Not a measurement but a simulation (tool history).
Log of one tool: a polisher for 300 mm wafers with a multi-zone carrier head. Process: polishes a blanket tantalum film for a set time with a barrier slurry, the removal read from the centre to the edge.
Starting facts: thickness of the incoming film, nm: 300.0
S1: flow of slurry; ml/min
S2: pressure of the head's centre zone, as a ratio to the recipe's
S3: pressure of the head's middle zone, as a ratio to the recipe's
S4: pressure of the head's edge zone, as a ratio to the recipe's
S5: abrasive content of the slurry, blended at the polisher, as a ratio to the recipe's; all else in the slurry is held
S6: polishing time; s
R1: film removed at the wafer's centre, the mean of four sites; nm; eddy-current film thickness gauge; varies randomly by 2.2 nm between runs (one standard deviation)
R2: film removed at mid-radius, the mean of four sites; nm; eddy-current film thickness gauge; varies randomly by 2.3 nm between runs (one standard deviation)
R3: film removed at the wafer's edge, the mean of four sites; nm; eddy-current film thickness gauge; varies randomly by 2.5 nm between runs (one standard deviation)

{"run": 1, "day": 0.0, "S1": 235, "S2": 1.0, "S3": 1.0, "S4": 1.0, "S5": 1.0, "S6": 53, "R1": 117.08, "R2": 117.82, "R3": 115.29}
{"run": 2, "day": 0.092, "S1": 235, "S2": 1.0, "S3": 1.0, "S4": 1.0, "S5": 1.0, "S6": 40, "R1": 89.14, "R2": 88.254, "R3": 88.953}
{"run": 3, "day": 0.242, "S1": 235, "S2": 1.0, "S3": 1.0, "S4": 0.94, "S5": 1.0, "S6": 40, "R1": 90.011, "R2": 88.097, "R3": 85.442}
{"run": 4, "day": 0.567, "S1": 235, "S2": 1.07, "S3": 1.0, "S4": 0.94, "S5": 1.0, "S6": 40, "R1": 94.249, "R2": 88.41, "R3": 84.28}
{"run": 5, "day": 0.779, "S1": 235, "S2": 1.07, "S3": 1.0, "S4": 1.02, "S5": 1.0, "S6": 40, "R1": 94.116, "R2": 87.005, "R3": 88.113}
{"run": 6, "day": 1.121, "S1": 195, "S2": 1.07, "S3": 1.0, "S4": 1.02, "S5": 1.0, "S6": 40, "R1": 91.798, "R2": 88.065, "R3": 87.462}
{"run": 7, "day": 1.475, "S1": 210, "S2": 1.09, "S3": 0.98, "S4": 1.05, "S5": 1.1, "S6": 46, "R1": 113.79, "R2": 103.08, "R3": 103.9}
{"run": 8, "day": 1.667, "S1": 215, "S2": 1.08, "S3": 0.95, "S4": 1.08, "S5": 1.15, "S6": 50, "R1": 122.43, "R2": 108.31, "R3": 117.52}
{"run": 9, "day": 1.829, "S1": 220, "S2": 1.09, "S3": 0.94, "S4": 1.1, "S5": 1.2, "S6": 53, "R1": 133.38, "R2": 116.74, "R3": 127.43}
{"run": 10, "day": 1.871, "S1": 225, "S2": 1.1, "S3": 0.93, "S4": 1.12, "S5": 1.25, "S6": 56, "R1": 141.31, "R2": 126.11, "R3": 134.58}

Run 11 is up next; what results do you expect?
{"run": 11, "day": 2.058, "S1": 220, "S2": 1.11, "S3": 0.91, "S4": 1.13, "S5": 1.3, "S6": 59, "R1": "?", "R2": "?", "R3": "?"}

{"run 11": {"R1": 156.81, "R2": 130.18, "R3": 146.85}}
